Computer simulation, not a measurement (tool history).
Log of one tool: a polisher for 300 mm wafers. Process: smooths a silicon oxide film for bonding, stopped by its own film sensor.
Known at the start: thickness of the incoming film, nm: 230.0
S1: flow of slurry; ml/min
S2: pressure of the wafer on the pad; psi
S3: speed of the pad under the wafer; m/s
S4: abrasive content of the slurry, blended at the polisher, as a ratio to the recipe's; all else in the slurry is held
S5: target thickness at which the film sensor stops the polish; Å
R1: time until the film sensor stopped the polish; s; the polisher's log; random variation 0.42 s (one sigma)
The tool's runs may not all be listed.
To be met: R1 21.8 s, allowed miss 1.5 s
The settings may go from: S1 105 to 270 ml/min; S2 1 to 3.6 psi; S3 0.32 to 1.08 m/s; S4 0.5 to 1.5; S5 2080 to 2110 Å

run  hour   S1   S2    S3  S4    S5      R1
  1     0  175  2.3   0.7   1  2080  35.887
  2   4.8  175  2.3  0.56   1  2080  40.772
  3  12.6  175  2.5  0.58   1  2080  35.086
  4  14.1  175  2.6  0.58   1  2080  36.971
  5  17.2  175  2.6  0.72   1  2080  31.214
  6    21  175  2.3  0.72   1  2080  34.355
  7  23.5  175  2.3  0.72   1  2080   33.62
  8  32.4  175  2.4  0.74   1  2080  33.464
  9  36.7  175  2.5  0.76   1  2080  30.946
 10  40.5  175  2.6  0.76   1  2080  28.801
 11  45.5  175  2.7  0.76   1  2080  28.761
 12  46.5  175  2.8  0.76   1  2080  28.516
 13  54.4  175  2.9  0.76   1  2080  27.294
 14  56.9  175  2.9  0.76   1  2080   26.65
 15    62  175    3  0.76   1  2080  27.116
 16  65.3  175  3.1  0.78   1  2080  25.238
 17  73.3  175  3.3   0.8   1  2080  22.982

5 next moves are on the table. One of them brings every result within its allowed miss. Which?
  A  81.3  175  2.6   0.8  1.05  2100   ?
  B  81.3  115  3.3  0.72  0.95  2100   ?
  C  81.3  175  3.6  0.68  1.05  2100   ?
  D  81.3  175  3.3  0.72  0.95  2080   ?
  E  81.3  180  3.2   0.7     1  2080   ?

move      R1
   A  27.018
   B  25.635
   C  22.228
   D  26.568
   E  27.171
A: further off than the last run
B: further off than the last run
C: meets every target
D: further off than the last run
E: further off than the last run
Answer: C
